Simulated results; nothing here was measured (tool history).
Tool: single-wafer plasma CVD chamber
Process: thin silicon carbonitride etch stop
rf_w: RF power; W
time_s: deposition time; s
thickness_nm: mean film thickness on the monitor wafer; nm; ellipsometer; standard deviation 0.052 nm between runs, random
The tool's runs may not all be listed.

run    day  rf_w  time_s  thickness_nm
  1      0   190    26.3        14.899
  2  0.325   200    26.5        15.153
  3  0.492   175    26.5        14.705
  4  0.612   200    26.5        15.134
  5    0.7   200    29.7            17
  6  1.008   200    27.1         15.63

Estimate the outcome of run 7 from the log above:
  7  1.042   205    27.2             ?

Run 7 gave thickness_nm 15.7 nm.

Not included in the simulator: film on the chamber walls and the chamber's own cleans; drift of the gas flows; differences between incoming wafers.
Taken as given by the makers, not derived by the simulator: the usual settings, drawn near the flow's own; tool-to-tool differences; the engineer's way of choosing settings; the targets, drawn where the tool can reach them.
